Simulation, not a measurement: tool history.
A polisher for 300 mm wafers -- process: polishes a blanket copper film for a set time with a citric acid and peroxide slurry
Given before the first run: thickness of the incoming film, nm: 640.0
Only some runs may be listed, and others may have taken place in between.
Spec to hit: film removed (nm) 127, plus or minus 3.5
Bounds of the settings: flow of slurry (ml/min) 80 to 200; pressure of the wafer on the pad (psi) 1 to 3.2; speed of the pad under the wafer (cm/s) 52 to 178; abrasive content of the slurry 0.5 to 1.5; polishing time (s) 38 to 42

run  hour  flow of slurry (ml/min)  pressure of the wafer on the pad (psi)  speed of the pad under the wafer (cm/s)  abrasive content of the slurry  polishing time (s)  film removed (nm)
  1     0                      130                                     2.1                                      114                               1                  42             80.779
  2   1.3                      135                                     2.2                                      114                               1                  42             85.877
  3   3.7                      135                                     2.2                                       96                               1                  42             73.123
  4   8.1                      135                                     2.2                                       96                             1.1                  42             74.182
  5  12.1                      135                                     2.7                                       96                             1.1                  42             91.161
  6  17.6                      135                                     2.7                                       96                             1.1                  38             81.525
  7  25.7                      140                                     2.8                                      100                             1.1                  38             89.504
  8  30.4                      145                                     2.9                                      102                             1.1                  38             94.197
  9    33                      145                                     2.9                                      106                             1.1                  38             97.264
 10  34.5                      145                                     2.9                                      108                             1.1                  38             99.712
 11  38.8                      145                                     2.9                                      110                             1.1                  38             101.12
 12  39.5                      145                                     2.9                                      112                             1.1                  38             101.67
 13  40.7                      145                                     2.9                                      114                             1.1                  38             103.79
 14    44                      145                                     2.9                                      116                             1.1                  38             106.37
 15  48.5                      150                                     3.1                                      120                             1.1                  38             118.92

Consider the 5 candidate settings below. Which is the only one whose results all fall within their allowed miss of target?
  A    53                      145                                     3.1                                      112                            1.05                  42                  ?
  B    53                      165                                     3.2                                      110                            0.95                  40                  ?
  C    53                      160                                     3.1                                      112                            1.25                  42                  ?
  D    53                      155                                     3.2                                      116                            0.55                  42                  ?
  E    53                      140                                     3.2                                      108                            1.05                  42                  ?

move  film removed (nm)
   A             120.65
   B             116.76
   C             127.39
   D             114.92
   E             119.28
A: closes in on the targets versus the last run, not all within tolerance yet
B: lands further from the targets than the last run did
C: meets every target
D: lands further from the targets than the last run did
E: about as far from the targets as the last run
Move C is the one to make.
